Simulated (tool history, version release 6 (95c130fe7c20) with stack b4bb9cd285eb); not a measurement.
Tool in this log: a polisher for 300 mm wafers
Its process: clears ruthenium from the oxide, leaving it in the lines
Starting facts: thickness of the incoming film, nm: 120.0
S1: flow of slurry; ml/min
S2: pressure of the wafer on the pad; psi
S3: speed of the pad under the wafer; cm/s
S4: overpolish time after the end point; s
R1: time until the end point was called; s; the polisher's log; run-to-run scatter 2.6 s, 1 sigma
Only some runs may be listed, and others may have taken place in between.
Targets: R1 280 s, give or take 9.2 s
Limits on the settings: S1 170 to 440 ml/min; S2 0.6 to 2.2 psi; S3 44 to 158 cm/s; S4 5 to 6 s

run    day   S1   S2   S3  S4      R1
  1      0  280  1.4  100   6  163.48
  2  0.279  280  1.2  100   6  188.03
  3  0.508  280    1  100   6  229.56
  4  0.612  280    1  118   6  194.83
  5  0.658  215    1  118   6  196.75
  6  0.812  215  0.9  118   6  221.46
  7  0.988  215  0.6  118   6  317.73
  8  1.046  220  0.6  118   6  318.61
  9  1.238  220  0.8  118   6  242.07

Next run, 4 choices. One meets every target within its allowed miss, the rest don't. Which?
  A  1.429  305  0.8   92   6   ?
  B  1.429  255  1.3   68   6   ?
  C  1.429  250  0.7  124   6   ?
  D  1.429  205  0.7  118   6   ?

move      R1
   A  304.05
   B  259.17
   C  262.46
   D  280.79
A: takes the biggest miss from the last run beyond its target
B: nearer the targets than the last run, but a result is still out of spec
C: nearer the targets than the last run, but a result is still out of spec
D: each result inside its tolerance
Answer: D
